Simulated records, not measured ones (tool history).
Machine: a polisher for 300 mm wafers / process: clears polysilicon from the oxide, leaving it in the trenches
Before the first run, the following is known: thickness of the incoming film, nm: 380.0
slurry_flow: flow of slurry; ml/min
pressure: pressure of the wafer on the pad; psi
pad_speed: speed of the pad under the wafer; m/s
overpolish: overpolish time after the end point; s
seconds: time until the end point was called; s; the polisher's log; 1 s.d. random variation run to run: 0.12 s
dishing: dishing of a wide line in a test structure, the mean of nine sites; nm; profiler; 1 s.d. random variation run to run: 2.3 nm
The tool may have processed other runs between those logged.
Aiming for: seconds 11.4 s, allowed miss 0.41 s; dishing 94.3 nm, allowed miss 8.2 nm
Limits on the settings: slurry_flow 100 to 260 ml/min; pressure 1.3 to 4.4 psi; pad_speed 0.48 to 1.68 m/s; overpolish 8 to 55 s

run  hour  slurry_flow  pressure  pad_speed  overpolish  seconds  dishing
  1     0          165       2.8       1.08          28   18.299   96.823
  2   5.8          165       2.8       0.84          28   23.331    90.71
  3  10.4          165       2.8       0.74          28   26.023   96.177
  4  16.6          165       2.8       0.92          28   21.668   92.616
  5  18.6          170       3.3       0.94          28    17.64   91.373
  6  25.8          170       3.9       0.94          28   15.259   97.053
     26.9  -- worn pad replaced by a new one
  7  26.9          195       4.2        1.2          16   10.097   97.397
  8  27.5          190       4.1        1.2          15   10.485   100.03
  9  30.5          195         4        1.2          19   10.629   102.43
 10  35.3          185         4        1.2          17   10.705   96.942

Of the 5 settings listed for the next run, only one would bring every result within its allowed miss of target. Which one?
  A  40.1          205       3.5       1.16          17        ?        ?
  B  40.1          165       3.5       1.32          18        ?        ?
  C  40.1          160       3.8       1.34           8        ?        ?
  D  40.1          205       3.9       1.04          14        ?        ?
  E  40.1          110       4.3       1.36           8        ?        ?

move  seconds  dishing
   A   12.476   97.254
   B   11.375   97.551
   C   10.401   92.675
   D   12.479    96.46
   E   9.8801    93.41
A: carries the result that was furthest off beyond its target, to the other side
B: all results in spec
C: misses by more than the last run did
D: carries the result that was furthest off beyond its target, to the other side
E: misses by more than the last run did
The move that meets every target is B.

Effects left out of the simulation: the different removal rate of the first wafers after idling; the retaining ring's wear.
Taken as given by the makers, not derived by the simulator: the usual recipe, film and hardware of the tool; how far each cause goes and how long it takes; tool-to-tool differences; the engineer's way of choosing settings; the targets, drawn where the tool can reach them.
